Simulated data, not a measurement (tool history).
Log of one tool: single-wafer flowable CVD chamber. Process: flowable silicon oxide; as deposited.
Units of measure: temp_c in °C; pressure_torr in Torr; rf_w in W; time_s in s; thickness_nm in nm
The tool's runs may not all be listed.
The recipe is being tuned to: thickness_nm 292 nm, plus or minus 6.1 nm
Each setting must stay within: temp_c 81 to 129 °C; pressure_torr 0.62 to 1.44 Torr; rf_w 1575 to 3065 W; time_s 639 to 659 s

Run 1, hour 0: temp_c 105 °C, pressure_torr 1.03 Torr, rf_w 2320 W, time_s 639 s. Result: thickness_nm 461.01 nm.
Run 2, hour 5.6: temp_c 108 °C, pressure_torr 1.03 Torr, rf_w 2320 W, time_s 639 s. Result: thickness_nm 420.74 nm.
Run 3, hour 11.3: temp_c 104 °C, pressure_torr 1.03 Torr, rf_w 2320 W, time_s 639 s. Result: thickness_nm 464.65 nm.
Run 4, hour 16.1: temp_c 104 °C, pressure_torr 1.03 Torr, rf_w 2320 W, time_s 639 s. Result: thickness_nm 473.65 nm.
Run 5, hour 20.2: temp_c 108 °C, pressure_torr 1.03 Torr, rf_w 2320 W, time_s 639 s. Result: thickness_nm 415.97 nm.
Run 6, hour 23.8: temp_c 108 °C, pressure_torr 1.03 Torr, rf_w 2065 W, time_s 639 s. Result: thickness_nm 407.28 nm.
Run 7, hour 28.7: temp_c 111 °C, pressure_torr 1.03 Torr, rf_w 2065 W, time_s 639 s. Result: thickness_nm 373.95 nm.
At hour 34.3: capacitance manometer re-zeroed and calibrated.
Run 8, hour 34.3: temp_c 113 °C, pressure_torr 1.03 Torr, rf_w 2065 W, time_s 639 s. Result: thickness_nm 341.3 nm.
Run 9, hour 39.3: temp_c 114 °C, pressure_torr 1.03 Torr, rf_w 2065 W, time_s 639 s. Result: thickness_nm 332.51 nm.
Run 10, hour 47.7: temp_c 114 °C, pressure_torr 1.03 Torr, rf_w 2065 W, time_s 639 s. Result: thickness_nm 331.96 nm.
Run 11, hour 52.7: temp_c 115 °C, pressure_torr 1.03 Torr, rf_w 2065 W, time_s 639 s. Result: thickness_nm 322.06 nm.
Run 12, hour 57.4: temp_c 116 °C, pressure_torr 1.03 Torr, rf_w 2065 W, time_s 639 s. Result: thickness_nm 309.21 nm.
Run 13, hour 62.1: temp_c 117 °C, pressure_torr 1.03 Torr, rf_w 2065 W, time_s 639 s. Result: thickness_nm 301.83 nm.

Exactly one of the 5 candidate moves below puts every result within its allowed miss. Which one?
Run A, hour 66.8: temp_c 114 °C, pressure_torr 0.94 Torr, rf_w 2115 W, time_s 640 s. Result: thickness_nm ?.
Run B, hour 66.8: temp_c 115 °C, pressure_torr 0.95 Torr, rf_w 2350 W, time_s 653 s. Result: thickness_nm ?.
Run C, hour 66.8: temp_c 120 °C, pressure_torr 1.17 Torr, rf_w 2075 W, time_s 648 s. Result: thickness_nm ?.
Run D, hour 66.8: temp_c 118 °C, pressure_torr 1.12 Torr, rf_w 2470 W, time_s 639 s. Result: thickness_nm ?.
Run E, hour 66.8: temp_c 121 °C, pressure_torr 1.07 Torr, rf_w 2100 W, time_s 658 s. Result: thickness_nm ?.

move  thickness_nm
   A        303.03
   B        307.22
   C        318.18
   D        325.13
   E        289.73
A: the biggest miss grows against the last run
B: the biggest miss grows against the last run
C: the biggest miss grows against the last run
D: the biggest miss grows against the last run
E: hits every target within its allowed miss
Go with E: it meets all targets.
